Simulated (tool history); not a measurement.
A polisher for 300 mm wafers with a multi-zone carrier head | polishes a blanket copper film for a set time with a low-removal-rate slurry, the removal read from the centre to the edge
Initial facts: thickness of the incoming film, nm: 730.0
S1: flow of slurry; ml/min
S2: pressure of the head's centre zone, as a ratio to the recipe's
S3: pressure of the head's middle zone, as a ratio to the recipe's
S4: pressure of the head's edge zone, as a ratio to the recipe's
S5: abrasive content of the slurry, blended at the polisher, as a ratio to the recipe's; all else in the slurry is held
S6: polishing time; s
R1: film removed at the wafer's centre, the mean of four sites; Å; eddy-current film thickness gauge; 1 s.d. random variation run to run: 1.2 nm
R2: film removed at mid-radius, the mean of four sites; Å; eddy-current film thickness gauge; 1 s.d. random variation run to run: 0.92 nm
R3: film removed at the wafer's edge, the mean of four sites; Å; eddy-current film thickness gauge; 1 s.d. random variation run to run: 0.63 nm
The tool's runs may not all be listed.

run 1 hour=0.0 | S1=265 S2=1.00 S3=1.00 S4=1.00 S5=1.00 S6=62 | R1=1102.4 R2=1083.6 R3=1038.2
run 2 hour=7.3 | S1=260 S2=1.00 S3=0.99 S4=0.99 S5=1.00 S6=62 | R1=1086.8 R2=1072.1 R3=1029.4
run 3 hour=14.3 | S1=260 S2=1.00 S3=0.99 S4=0.99 S5=1.10 S6=62 | R1=1102.9 R2=1072.8 R3=1075.5
run 4 hour=16.8 | S1=255 S2=1.00 S3=0.98 S4=0.98 S5=1.10 S6=62 | R1=1100.1 R2=1079.6 R3=1054.3
run 5 hour=21.2 | S1=255 S2=1.00 S3=0.98 S4=0.98 S5=1.10 S6=73 | R1=1286.0 R2=1297.1 R3=1227.3
run 6 hour=21.9 | S1=255 S2=1.00 S3=0.98 S4=0.98 S5=1.00 S6=73 | R1=1281.3 R2=1260.0 R3=1211.4
run 7 hour=23.3 | S1=250 S2=0.99 S3=0.96 S4=0.96 S5=0.95 S6=73 | R1=1230.9 R2=1219.8 R3=1180.0

Forecast run 8:
run 8 hour=28.7 | S1=245 S2=0.99 S3=0.95 S4=0.95 S5=0.90 S6=73 | R1=? R2=? R3=?

R1: 1249.4 Å
R2: 1172.0 Å
R3: 1175.1 Å
